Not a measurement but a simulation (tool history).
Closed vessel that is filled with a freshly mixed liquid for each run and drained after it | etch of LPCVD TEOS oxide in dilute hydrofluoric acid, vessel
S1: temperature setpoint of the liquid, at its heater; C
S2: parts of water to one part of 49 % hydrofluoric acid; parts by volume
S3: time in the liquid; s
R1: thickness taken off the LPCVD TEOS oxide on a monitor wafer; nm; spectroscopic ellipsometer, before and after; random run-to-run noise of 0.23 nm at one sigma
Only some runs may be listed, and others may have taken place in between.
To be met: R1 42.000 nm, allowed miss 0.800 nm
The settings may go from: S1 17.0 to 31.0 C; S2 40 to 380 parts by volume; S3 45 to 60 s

run 1 day=0.000 | S1=23.0 S2=210 S3=60 | R1=14.470
run 2 day=0.171 | S1=25.0 S2=175 S3=60 | R1=19.148
run 3 day=0.367 | S1=23.0 S2=175 S3=60 | R1=17.928
run 4 day=0.704 | S1=19.5 S2=175 S3=60 | R1=15.510
run 5 day=0.962 | S1=19.5 S2=175 S3=45 | R1=11.580
run 6 day=1.012 | S1=22.5 S2=145 S3=45 | R1=16.458
run 7 day=1.200 | S1=24.5 S2=115 S3=45 | R1=23.260
run 8 day=1.442 | S1=26.0 S2=105 S3=45 | R1=27.083
run 9 day=1.758 | S1=30.0 S2=70 S3=45 | R1=49.985
run 10 day=1.933 | S1=29.5 S2=70 S3=45 | R1=48.597
run 11 day=2.217 | S1=29.0 S2=70 S3=45 | R1=48.490
run 12 day=2.471 | S1=28.5 S2=70 S3=45 | R1=46.738
run 13 day=2.508 | S1=28.0 S2=70 S3=45 | R1=46.051
run 14 day=2.662 | S1=28.0 S2=70 S3=45 | R1=46.211
run 15 day=2.858 | S1=27.5 S2=70 S3=45 | R1=44.977

4 next moves are on the table. One of them brings every result within its allowed miss. Which?
run A day=3.054 | S1=28.5 S2=75 S3=45 | R1=?
run B day=3.054 | S1=31.0 S2=75 S3=45 | R1=?
run C day=3.054 | S1=29.5 S2=80 S3=45 | R1=?
run D day=3.054 | S1=30.5 S2=90 S3=55 | R1=?

move=A R1=43.316
move=B R1=47.682
move=C R1=41.904
move=D R1=46.608
A: nearer the targets than the last run, but a result is still out of spec
B: lands further from the targets than the last run did
C: all results in spec
D: lands further from the targets than the last run did
Move C is the one to make.
